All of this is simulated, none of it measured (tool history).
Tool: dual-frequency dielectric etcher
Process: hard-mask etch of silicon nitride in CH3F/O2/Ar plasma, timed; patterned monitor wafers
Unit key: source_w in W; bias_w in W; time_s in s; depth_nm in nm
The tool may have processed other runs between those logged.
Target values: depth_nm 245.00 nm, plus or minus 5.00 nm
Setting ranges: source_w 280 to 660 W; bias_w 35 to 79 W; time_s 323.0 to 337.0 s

run 1 hour=0.0 | source_w=470 bias_w=57 time_s=323.0 | depth_nm=197.30
run 2 hour=3.5 | source_w=470 bias_w=57 time_s=337.0 | depth_nm=204.49
run 3 hour=4.3 | source_w=540 bias_w=57 time_s=337.0 | depth_nm=218.98
run 4 hour=6.5 | source_w=490 bias_w=57 time_s=337.0 | depth_nm=209.63
run 5 hour=11.1 | source_w=490 bias_w=49 time_s=337.0 | depth_nm=203.03
run 6 hour=12.2 | source_w=490 bias_w=49 time_s=337.0 | depth_nm=202.97
run 7 hour=14.8 | source_w=540 bias_w=52 time_s=337.0 | depth_nm=213.82
run 8 hour=23.0 | source_w=580 bias_w=55 time_s=337.0 | depth_nm=223.44
run 9 hour=24.3 | source_w=610 bias_w=57 time_s=337.0 | depth_nm=229.38
run 10 hour=24.9 | source_w=630 bias_w=59 time_s=337.0 | depth_nm=237.16
run 11 hour=26.1 | source_w=640 bias_w=60 time_s=337.0 | depth_nm=238.49

5 candidate next runs follow, results not yet known. Just one meets every target within its allowed miss. Identify it.
run A hour=27.3 | source_w=610 bias_w=62 time_s=326.5 | depth_nm=?
run B hour=27.3 | source_w=660 bias_w=57 time_s=327.5 | depth_nm=?
run C hour=27.3 | source_w=660 bias_w=66 time_s=332.0 | depth_nm=?
run D hour=27.3 | source_w=660 bias_w=54 time_s=327.5 | depth_nm=?
run E hour=27.3 | source_w=650 bias_w=63 time_s=324.0 | depth_nm=?

move=A depth_nm=227.39
move=B depth_nm=231.34
move=C depth_nm=243.17
move=D depth_nm=228.40
move=E depth_nm=232.98
A: further off than the last run
B: further off than the last run
C: in spec on every target
D: further off than the last run
E: further off than the last run
The right move is C.

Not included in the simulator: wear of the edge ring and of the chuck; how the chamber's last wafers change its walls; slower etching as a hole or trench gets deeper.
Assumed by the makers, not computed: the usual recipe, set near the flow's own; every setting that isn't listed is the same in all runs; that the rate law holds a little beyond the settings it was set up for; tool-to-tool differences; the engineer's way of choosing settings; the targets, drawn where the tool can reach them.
